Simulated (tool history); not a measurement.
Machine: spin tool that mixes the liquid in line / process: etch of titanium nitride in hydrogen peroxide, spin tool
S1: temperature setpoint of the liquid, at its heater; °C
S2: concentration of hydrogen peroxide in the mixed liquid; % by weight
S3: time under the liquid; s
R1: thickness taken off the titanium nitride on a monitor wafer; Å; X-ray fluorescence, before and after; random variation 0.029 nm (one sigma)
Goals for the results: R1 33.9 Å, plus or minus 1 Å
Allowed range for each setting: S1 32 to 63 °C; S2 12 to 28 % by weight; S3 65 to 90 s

run,hour,S1,S2,S3,R1
1,0,47,19,90,28.599
2,6.5,47.5,19,90,29.954
3,12.4,50.5,19,90,37.342
4,15.2,50.5,19,65,26.69
5,18.1,50.5,19,90,37.41
6,22.2,54,19,90,47.981
7,29.8,53,19,90,44.656
8,34.1,52,19,90,40.949

5 next moves are on the table. One of them brings every result within its allowed miss. Which?
A,38.4,56,14,80,?
B,38.4,52.5,20.5,90,?
C,38.4,59,18.5,65,?
D,38.4,51,18,80,?
E,38.4,51.5,19,85,?

move,R1
A,45.649
B,43.525
C,48.387
D,33.804
E,37.658
A: misses by more than the last run did
B: misses by more than the last run did
C: misses by more than the last run did
D: all results land within tolerance of their targets
E: gains on the last run, yet a result remains outside its allowed miss
Answer: D
